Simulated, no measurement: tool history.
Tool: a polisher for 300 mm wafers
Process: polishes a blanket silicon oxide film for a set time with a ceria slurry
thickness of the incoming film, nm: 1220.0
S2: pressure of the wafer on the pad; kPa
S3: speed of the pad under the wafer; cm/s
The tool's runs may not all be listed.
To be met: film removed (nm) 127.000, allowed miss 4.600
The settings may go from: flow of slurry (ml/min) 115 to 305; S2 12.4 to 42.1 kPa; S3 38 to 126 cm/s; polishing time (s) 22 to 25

Run 1, day 0.000: flow of slurry (ml/min) 195, S2 26.9 kPa, S3 82 cm/s, polishing time (s) 25. Result: film removed (nm) 103.820.
Run 2, day 0.033: flow of slurry (ml/min) 195, S2 26.9 kPa, S3 82 cm/s, polishing time (s) 22. Result: film removed (nm) 91.855.
Run 3, day 0.288: flow of slurry (ml/min) 195, S2 26.9 kPa, S3 82 cm/s, polishing time (s) 22. Result: film removed (nm) 91.336.
Run 4, day 0.658: flow of slurry (ml/min) 175, S2 26.9 kPa, S3 82 cm/s, polishing time (s) 22. Result: film removed (nm) 89.644.
Run 5, day 1.025: flow of slurry (ml/min) 150, S2 26.9 kPa, S3 82 cm/s, polishing time (s) 22. Result: film removed (nm) 87.040.
Run 6, day 1.325: flow of slurry (ml/min) 170, S2 29.0 kPa, S3 82 cm/s, polishing time (s) 22. Result: film removed (nm) 94.619.
Run 7, day 1.650: flow of slurry (ml/min) 190, S2 31.0 kPa, S3 82 cm/s, polishing time (s) 22. Result: film removed (nm) 100.240.
Run 8, day 2.000: flow of slurry (ml/min) 200, S2 33.8 kPa, S3 82 cm/s, polishing time (s) 22. Result: film removed (nm) 107.670.
Run 9, day 2.296: flow of slurry (ml/min) 210, S2 35.9 kPa, S3 82 cm/s, polishing time (s) 22. Result: film removed (nm) 112.790.
Run 10, day 2.379: flow of slurry (ml/min) 215, S2 37.2 kPa, S3 82 cm/s, polishing time (s) 22. Result: film removed (nm) 118.290.
Run 11, day 2.442: flow of slurry (ml/min) 220, S2 37.9 kPa, S3 82 cm/s, polishing time (s) 22. Result: film removed (nm) 119.400.
Run 12, day 2.808: flow of slurry (ml/min) 220, S2 38.6 kPa, S3 82 cm/s, polishing time (s) 22. Result: film removed (nm) 122.310.

Which of these 4 next moves meets every target?
Run A, day 3.175: flow of slurry (ml/min) 255, S2 39.3 kPa, S3 76 cm/s, polishing time (s) 22. Result: film removed (nm) ?.
Run B, day 3.175: flow of slurry (ml/min) 195, S2 41.4 kPa, S3 68 cm/s, polishing time (s) 24. Result: film removed (nm) ?.
Run C, day 3.175: flow of slurry (ml/min) 210, S2 37.9 kPa, S3 80 cm/s, polishing time (s) 22. Result: film removed (nm) ?.
Run D, day 3.175: flow of slurry (ml/min) 205, S2 40.7 kPa, S3 82 cm/s, polishing time (s) 22. Result: film removed (nm) ?.

move  film removed (nm)
   A            115.920
   B            114.330
   C            115.680
   D            124.830
A: further off than the last run
B: further off than the last run
C: further off than the last run
D: meets every target
Answer: D

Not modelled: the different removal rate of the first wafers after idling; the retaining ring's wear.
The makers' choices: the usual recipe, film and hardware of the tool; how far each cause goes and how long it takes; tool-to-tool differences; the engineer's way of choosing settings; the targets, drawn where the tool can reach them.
